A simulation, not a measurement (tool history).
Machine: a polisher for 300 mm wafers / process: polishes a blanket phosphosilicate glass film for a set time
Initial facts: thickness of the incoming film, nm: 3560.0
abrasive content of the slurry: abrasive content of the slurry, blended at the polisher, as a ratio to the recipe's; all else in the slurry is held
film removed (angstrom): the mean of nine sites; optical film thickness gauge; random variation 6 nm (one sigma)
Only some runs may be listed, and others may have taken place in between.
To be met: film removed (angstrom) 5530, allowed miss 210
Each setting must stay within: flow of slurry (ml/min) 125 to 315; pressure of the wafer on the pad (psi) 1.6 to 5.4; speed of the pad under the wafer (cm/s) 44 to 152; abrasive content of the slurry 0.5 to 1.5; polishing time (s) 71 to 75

run    day  flow of slurry (ml/min)  pressure of the wafer on the pad (psi)  speed of the pad under the wafer (cm/s)  abrasive content of the slurry  polishing time (s)  film removed (angstrom)
  1      0                      205                                     3.5                                       98                               1                  71                   7304.5
  2  0.242                      205                                     3.4                                       98                               1                  71                   7016.7
  3  0.488                      205                                     3.4                                       98                             0.9                  71                   6966.4
  4  0.679                      205                                     3.3                                       98                             0.9                  71                   6634.1
  5  0.871                      205                                     3.3                                       86                             0.9                  71                     6155
  6  0.925                      205                                     3.3                                       86                             0.9                  75                   6424.3
  7  1.125                      205                                     3.2                                       86                             0.9                  75                   6375.6
  8  1.229                      205                                     3.1                                       86                             0.9                  75                   6074.1

Consider the 4 candidate settings below. Which is the only one whose results all fall within their allowed miss of target?
  A  1.333                      185                                     3.5                                       62                            1.15                  75                        ?
  B  1.333                      185                                       3                                       82                            0.85                  71                        ?
  C  1.333                      190                                     2.9                                       84                             0.8                  71                        ?
  D  1.333                      240                                     2.9                                      100                            0.95                  71                        ?

move  film removed (angstrom)
   A                   5563.4
   B                   5171.6
   C                   5023.9
   D                   6268.7
A: hits every target within its allowed miss
B: carries the result that was furthest off beyond its target, to the other side
C: carries the result that was furthest off beyond its target, to the other side
D: its largest miss is bigger than the last run's
The move that meets every target is A.

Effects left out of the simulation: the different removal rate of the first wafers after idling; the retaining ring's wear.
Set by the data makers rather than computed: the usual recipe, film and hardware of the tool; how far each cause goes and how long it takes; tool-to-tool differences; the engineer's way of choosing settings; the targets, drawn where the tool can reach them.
